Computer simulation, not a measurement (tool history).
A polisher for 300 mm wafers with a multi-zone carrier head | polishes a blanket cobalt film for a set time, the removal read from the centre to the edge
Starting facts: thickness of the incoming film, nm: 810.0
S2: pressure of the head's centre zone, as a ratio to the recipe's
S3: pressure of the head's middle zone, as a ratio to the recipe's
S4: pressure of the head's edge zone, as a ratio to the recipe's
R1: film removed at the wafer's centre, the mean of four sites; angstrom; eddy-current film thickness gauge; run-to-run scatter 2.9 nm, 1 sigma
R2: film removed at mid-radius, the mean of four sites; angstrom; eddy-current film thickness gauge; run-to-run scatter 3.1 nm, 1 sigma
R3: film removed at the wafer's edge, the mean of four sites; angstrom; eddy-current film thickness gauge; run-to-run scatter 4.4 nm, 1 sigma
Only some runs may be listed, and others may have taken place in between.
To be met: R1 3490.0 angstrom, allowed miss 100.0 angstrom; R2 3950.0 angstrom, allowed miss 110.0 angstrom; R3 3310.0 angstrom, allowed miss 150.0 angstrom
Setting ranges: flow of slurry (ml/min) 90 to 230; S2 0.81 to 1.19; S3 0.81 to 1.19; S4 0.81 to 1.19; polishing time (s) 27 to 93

Run 1, hour 0.0: flow of slurry (ml/min) 150, S2 1.00, S3 1.00, S4 1.00, polishing time (s) 59. Result: R1 2938.8 angstrom, R2 2985.3 angstrom, R3 2902.5 angstrom.
Run 2, hour 5.0: flow of slurry (ml/min) 130, S2 1.00, S3 1.00, S4 1.00, polishing time (s) 59. Result: R1 2826.3 angstrom, R2 2897.1 angstrom, R3 2893.8 angstrom.
Run 3, hour 13.7: flow of slurry (ml/min) 130, S2 1.00, S3 1.07, S4 1.00, polishing time (s) 59. Result: R1 2802.5 angstrom, R2 3065.9 angstrom, R3 2868.5 angstrom.
Run 4, hour 22.2: flow of slurry (ml/min) 130, S2 1.00, S3 1.07, S4 1.00, polishing time (s) 47. Result: R1 2218.5 angstrom, R2 2482.9 angstrom, R3 2250.8 angstrom.
Run 5, hour 25.0: flow of slurry (ml/min) 135, S2 1.01, S3 1.08, S4 1.01, polishing time (s) 49. Result: R1 2381.8 angstrom, R2 2574.7 angstrom, R3 2397.7 angstrom.
Run 6, hour 31.3: flow of slurry (ml/min) 135, S2 1.01, S3 1.08, S4 1.01, polishing time (s) 43. Result: R1 2100.8 angstrom, R2 2278.2 angstrom, R3 2134.9 angstrom.
Run 7, hour 37.2: flow of slurry (ml/min) 140, S2 1.01, S3 1.09, S4 1.01, polishing time (s) 45. Result: R1 2204.3 angstrom, R2 2407.3 angstrom, R3 2158.2 angstrom.
Run 8, hour 41.6: flow of slurry (ml/min) 140, S2 1.01, S3 1.10, S4 1.01, polishing time (s) 48. Result: R1 2331.1 angstrom, R2 2631.5 angstrom, R3 2351.5 angstrom.
Run 9, hour 42.6: flow of slurry (ml/min) 150, S2 1.02, S3 1.11, S4 1.02, polishing time (s) 49. Result: R1 2482.5 angstrom, R2 2725.7 angstrom, R3 2406.1 angstrom.
Run 10, hour 47.0: flow of slurry (ml/min) 155, S2 1.02, S3 1.12, S4 1.03, polishing time (s) 50. Result: R1 2557.7 angstrom, R2 2835.4 angstrom, R3 2469.2 angstrom.
Run 11, hour 53.1: flow of slurry (ml/min) 160, S2 1.02, S3 1.13, S4 1.04, polishing time (s) 51. Result: R1 2596.2 angstrom, R2 2892.6 angstrom, R3 2591.0 angstrom.
Run 12, hour 53.8: flow of slurry (ml/min) 165, S2 1.02, S3 1.14, S4 1.04, polishing time (s) 52. Result: R1 2635.2 angstrom, R2 3015.5 angstrom, R3 2636.4 angstrom.
Run 13, hour 54.5: flow of slurry (ml/min) 170, S2 1.03, S3 1.15, S4 1.04, polishing time (s) 53. Result: R1 2751.8 angstrom, R2 3082.2 angstrom, R3 2692.8 angstrom.
Run 14, hour 60.8: flow of slurry (ml/min) 175, S2 1.03, S3 1.15, S4 1.04, polishing time (s) 54. Result: R1 2812.1 angstrom, R2 3157.4 angstrom, R3 2759.3 angstrom.
Run 15, hour 62.2: flow of slurry (ml/min) 175, S2 1.03, S3 1.15, S4 1.04, polishing time (s) 54. Result: R1 2859.4 angstrom, R2 3169.1 angstrom, R3 2771.8 angstrom.
Run 16, hour 69.8: flow of slurry (ml/min) 180, S2 1.03, S3 1.15, S4 1.04, polishing time (s) 55. Result: R1 2851.9 angstrom, R2 3223.2 angstrom, R3 2836.8 angstrom.
Run 17, hour 71.9: flow of slurry (ml/min) 215, S2 1.09, S3 1.19, S4 1.02, polishing time (s) 65. Result: R1 3704.9 angstrom, R2 4030.1 angstrom, R3 3355.8 angstrom.
Run 18, hour 74.5: flow of slurry (ml/min) 205, S2 1.07, S3 1.18, S4 1.01, polishing time (s) 65. Result: R1 3633.6 angstrom, R2 3971.2 angstrom, R3 3308.2 angstrom.

4 candidate next runs follow, results not yet known. Just one meets every target within its allowed miss. Identify it.
Run A, hour 77.1: flow of slurry (ml/min) 215, S2 1.06, S3 1.18, S4 1.01, polishing time (s) 67. Result: R1 ?, R2 ?, R3 ?.
Run B, hour 77.1: flow of slurry (ml/min) 230, S2 1.05, S3 1.18, S4 0.98, polishing time (s) 66. Result: R1 ?, R2 ?, R3 ?.
Run C, hour 77.1: flow of slurry (ml/min) 195, S2 1.01, S3 1.14, S4 0.96, polishing time (s) 67. Result: R1 ?, R2 ?, R3 ?.
Run D, hour 77.1: flow of slurry (ml/min) 180, S2 1.14, S3 1.19, S4 0.98, polishing time (s) 66. Result: R1 ?, R2 ?, R3 ?.

move      R1      R2      R3
   A  3696.8  4156.1  3436.3
   B  3641.0  4129.0  3357.2
   C  3469.3  3983.4  3323.2
   D  3812.7  4022.9  3276.0
A: further off than the last run
B: further off than the last run
C: meets every target
D: further off than the last run
C is the move that brings every result within its allowed miss.
